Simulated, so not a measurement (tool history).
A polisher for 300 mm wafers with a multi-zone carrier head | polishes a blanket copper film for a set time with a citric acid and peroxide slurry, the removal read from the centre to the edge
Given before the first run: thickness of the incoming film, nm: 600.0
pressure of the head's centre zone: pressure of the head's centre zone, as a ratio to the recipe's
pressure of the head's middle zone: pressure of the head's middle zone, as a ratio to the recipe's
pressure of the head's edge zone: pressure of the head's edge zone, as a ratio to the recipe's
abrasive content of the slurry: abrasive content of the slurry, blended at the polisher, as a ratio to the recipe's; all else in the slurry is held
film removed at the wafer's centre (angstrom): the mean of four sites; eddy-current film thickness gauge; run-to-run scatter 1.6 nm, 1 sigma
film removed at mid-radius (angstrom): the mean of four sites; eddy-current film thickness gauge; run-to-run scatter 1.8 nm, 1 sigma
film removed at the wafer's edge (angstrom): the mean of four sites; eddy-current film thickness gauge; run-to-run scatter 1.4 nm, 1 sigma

| run | day | flow of slurry (ml/min) | pressure of the head's centre zone | pressure of the head's middle zone | pressure of the head's edge zone | abrasive content of the slurry | polishing time (s) | film removed at the wafer's centre (angstrom) | film removed at mid-radius (angstrom) | film removed at the wafer's edge (angstrom) |
|---|---|---|---|---|---|---|---|---|---|---|
| 1 | 0 | 265 | 1 | 1 | 1 | 1 | 89 | 1420.6 | 1429.2 | 1386.2 |
| 2 | 0.3 | 265 | 0.99 | 1 | 0.99 | 0.95 | 88 | 1351.7 | 1377.5 | 1355.9 |
| 3 | 0.592 | 265 | 0.99 | 1.01 | 0.98 | 0.9 | 87 | 1326.8 | 1344.7 | 1314.8 |
| 4 | 0.796 | 265 | 0.99 | 1.01 | 0.98 | 0.75 | 87 | 1294.7 | 1327.4 | 1279.5 |
| 5 | 0.888 | 265 | 0.98 | 1.01 | 0.97 | 0.7 | 87 | 1257.4 | 1290.6 | 1288.6 |
| 6 | 1.117 | 265 | 0.98 | 1.02 | 0.96 | 0.7 | 86 | 1261.8 | 1300.3 | 1242.8 |

The next listed run, before its measurement:
| 7 | 1.388 | 265 | 0.97 | 1.02 | 0.95 | 0.7 | 86 | ? | ? | ? |

Run 7 measured film removed at the wafer's centre (angstrom) 1237, film removed at mid-radius (angstrom) 1302.6, film removed at the wafer's edge (angstrom) 1235.9.
